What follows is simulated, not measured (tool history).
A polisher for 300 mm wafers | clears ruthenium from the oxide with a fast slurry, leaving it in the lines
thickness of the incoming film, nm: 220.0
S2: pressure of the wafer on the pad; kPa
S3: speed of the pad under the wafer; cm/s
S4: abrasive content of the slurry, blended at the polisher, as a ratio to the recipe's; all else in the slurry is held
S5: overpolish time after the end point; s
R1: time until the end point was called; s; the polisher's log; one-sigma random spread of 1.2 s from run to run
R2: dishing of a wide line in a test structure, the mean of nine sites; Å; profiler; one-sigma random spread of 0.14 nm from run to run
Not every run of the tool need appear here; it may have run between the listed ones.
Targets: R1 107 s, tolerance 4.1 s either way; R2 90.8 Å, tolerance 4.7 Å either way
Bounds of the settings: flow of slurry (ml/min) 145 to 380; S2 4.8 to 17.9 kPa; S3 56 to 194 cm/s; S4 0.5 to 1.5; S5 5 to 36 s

run 1 hour=0 | flow_of_slurry_(ml/min)=245 S2=11 S3=124 S4=1 S5=18 | R1=67.492 R2=360.03
run 2 hour=5.1 | flow_of_slurry_(ml/min)=205 S2=11 S3=124 S4=1 S5=18 | R1=70.373 R2=351.64
run 3 hour=6.6 | flow_of_slurry_(ml/min)=145 S2=11 S3=124 S4=1 S5=18 | R1=74.815 R2=336.17
run 4 hour=8.5 | flow_of_slurry_(ml/min)=145 S2=11 S3=124 S4=1 S5=18 | R1=74.95 R2=341.63
run 5 hour=13.7 | flow_of_slurry_(ml/min)=145 S2=9 S3=124 S4=1 S5=18 | R1=84.927 R2=306.61
run 6 hour=20.4 | flow_of_slurry_(ml/min)=145 S2=9 S3=124 S4=1 S5=10 | R1=85.449 R2=197.65
run 7 hour=26.4 | flow_of_slurry_(ml/min)=145 S2=7.6 S3=124 S4=1 S5=9 | R1=95.09 R2=167.09
run 8 hour=34.2 | flow_of_slurry_(ml/min)=195 S2=6.9 S3=120 S4=1 S5=8 | R1=97.969 R2=155.02
run 9 hour=42.3 | flow_of_slurry_(ml/min)=225 S2=6.2 S3=114 S4=1.05 S5=7 | R1=103.86 R2=128.03
run 10 hour=47.1 | flow_of_slurry_(ml/min)=235 S2=5.5 S3=110 S4=1.15 S5=6 | R1=110.04 R2=102.97
run 11 hour=48.6 | flow_of_slurry_(ml/min)=240 S2=5.5 S3=110 S4=1.2 S5=6 | R1=105.18 R2=108.99
run 12 hour=53.8 | flow_of_slurry_(ml/min)=245 S2=5.5 S3=108 S4=1.25 S5=6 | R1=107.12 R2=109.68
run 13 hour=55.3 | flow_of_slurry_(ml/min)=270 S2=5.5 S3=106 S4=1.3 S5=6 | R1=104.49 R2=111.63
run 14 hour=56 | flow_of_slurry_(ml/min)=300 S2=5.5 S3=102 S4=1.35 S5=6 | R1=104.42 R2=108.56
run 15 hour=57.6 | flow_of_slurry_(ml/min)=320 S2=5.5 S3=100 S4=1.4 S5=6 | R1=104.07 R2=109.62
run 16 hour=63.8 | flow_of_slurry_(ml/min)=285 S2=5.5 S3=100 S4=1.45 S5=6 | R1=103.53 R2=110.47
run 17 hour=72.5 | flow_of_slurry_(ml/min)=310 S2=5.5 S3=98 S4=1.45 S5=6 | R1=105.91 R2=109.42
run 18 hour=81.5 | flow_of_slurry_(ml/min)=330 S2=5.5 S3=98 S4=1.45 S5=6 | R1=104.03 R2=107.76
run 19 hour=89.7 | flow_of_slurry_(ml/min)=345 S2=5.5 S3=98 S4=1.45 S5=6 | R1=103.8 R2=110.38
run 20 hour=92.1 | flow_of_slurry_(ml/min)=295 S2=5.5 S3=98 S4=1.45 S5=6 | R1=104.61 R2=108.17
run 21 hour=98.6 | flow_of_slurry_(ml/min)=280 S2=5.5 S3=98 S4=1.45 S5=6 | R1=106.36 R2=109.46
run 22 hour=106.6 | flow_of_slurry_(ml/min)=305 S2=5.5 S3=98 S4=1.45 S5=6 | R1=105.78 R2=107.69
run 23 hour=114.5 | flow_of_slurry_(ml/min)=305 S2=5.5 S3=98 S4=1.45 S5=6 | R1=104.79 R2=108.87
run 24 hour=118 | flow_of_slurry_(ml/min)=325 S2=5.5 S3=96 S4=1.45 S5=6 | R1=103.97 R2=109.2
run 25 hour=123.7 | flow_of_slurry_(ml/min)=340 S2=5.5 S3=94 S4=1.45 S5=6 | R1=109.28 R2=106.29
run 26 hour=130.2 | flow_of_slurry_(ml/min)=350 S2=5.5 S3=94 S4=1.45 S5=6 | R1=109.02 R2=107.62
run 27 hour=138 | flow_of_slurry_(ml/min)=295 S2=5.5 S3=94 S4=1.45 S5=6 | R1=108.29 R2=104.95
run 28 hour=141.1 | flow_of_slurry_(ml/min)=255 S2=5.5 S3=96 S4=1.45 S5=6 | R1=106.48 R2=107.04

Consider the 4 candidate settings below. Which is the only one whose results all fall within their allowed miss of target?
run A hour=144.2 | flow_of_slurry_(ml/min)=245 S2=6.2 S3=76 S4=1.5 S5=5 | R1=? R2=?
run B hour=144.2 | flow_of_slurry_(ml/min)=250 S2=4.8 S3=94 S4=1.45 S5=5 | R1=? R2=?
run C hour=144.2 | flow_of_slurry_(ml/min)=230 S2=5.5 S3=98 S4=1.45 S5=5 | R1=? R2=?
run D hour=144.2 | flow_of_slurry_(ml/min)=200 S2=5.5 S3=104 S4=1.15 S5=5 | R1=? R2=?

move=A R1=118.16 R2=82.263
move=B R1=117.76 R2=82.521
move=C R1=107.54 R2=89.704
move=D R1=114.92 R2=84.399
A: takes the result that was furthest off past its target
B: takes the result that was furthest off past its target
C: every result within its allowed miss
D: takes the result that was furthest off past its target
So the answer is move C, the one that meets all the targets.
